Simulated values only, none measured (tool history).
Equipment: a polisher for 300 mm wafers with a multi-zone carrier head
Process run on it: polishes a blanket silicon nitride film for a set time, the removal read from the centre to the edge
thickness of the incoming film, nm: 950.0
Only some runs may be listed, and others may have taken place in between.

| run | hour | flow of slurry (ml/min) | pressure of the head's centre zone | pressure of the head's middle zone | pressure of the head's edge zone | polishing time (s) | film removed at the wafer's centre (Å) | film removed at mid-radius (Å) | film removed at the wafer's edge (Å) |
|---|---|---|---|---|---|---|---|---|---|
| 1 | 0 | 230 | 1 | 1 | 1 | 78 | 1523.6 | 1674 | 1734.4 |
| 2 | 7.4 | 230 | 1 | 0.96 | 1 | 78 | 1541.7 | 1626 | 1715.9 |
| 3 | 13.4 | 230 | 1 | 0.96 | 1 | 67 | 1340.2 | 1389.5 | 1458.9 |
| 4 | 14.2 | 230 | 1 | 0.96 | 1 | 58 | 1141.5 | 1205.8 | 1269 |
| 5 | 18.9 | 230 | 1 | 1 | 1 | 58 | 1128.6 | 1242.1 | 1273.1 |
| 6 | 22.5 | 230 | 1 | 1 | 0.96 | 58 | 1119.5 | 1245.3 | 1270.2 |

Run 7 is up next; what results do you expect?
| 7 | 31.4 | 230 | 1 | 1 | 0.96 | 58 | ? | ? | ? |

{"run 7": {"film removed at the wafer's centre (Å)": 1107.9, "film removed at mid-radius (Å)": 1255.1, "film removed at the wafer's edge (Å)": 1255.2}}
